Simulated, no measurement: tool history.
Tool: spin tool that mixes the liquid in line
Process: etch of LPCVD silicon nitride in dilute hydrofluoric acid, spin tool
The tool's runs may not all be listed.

run,hour,temperature setpoint of the liquid (C),parts of water to one part of 49 % hydrofluoric acid (parts by volume),time under the liquid (s),thickness taken off the LPCVD silicon nitride on a monitor wafer (Å)
1,0.0,23.0,50,95,7.9002
2,4.9,23.0,50,95,8.0811
3,10.0,21.5,55,95,6.5441
4,13.3,23.0,55,95,7.2403
5,14.2,25.0,55,95,8.3534
6,16.7,25.0,55,95,8.2925
7,21.2,23.0,60,95,6.3713
8,24.6,21.5,60,95,5.9171
9,30.3,20.5,65,95,4.9347

For run 10, what comes out?
10,32.2,19.5,65,95,?

thickness taken off the LPCVD silicon nitride on a monitor wafer (Å): 4.5424

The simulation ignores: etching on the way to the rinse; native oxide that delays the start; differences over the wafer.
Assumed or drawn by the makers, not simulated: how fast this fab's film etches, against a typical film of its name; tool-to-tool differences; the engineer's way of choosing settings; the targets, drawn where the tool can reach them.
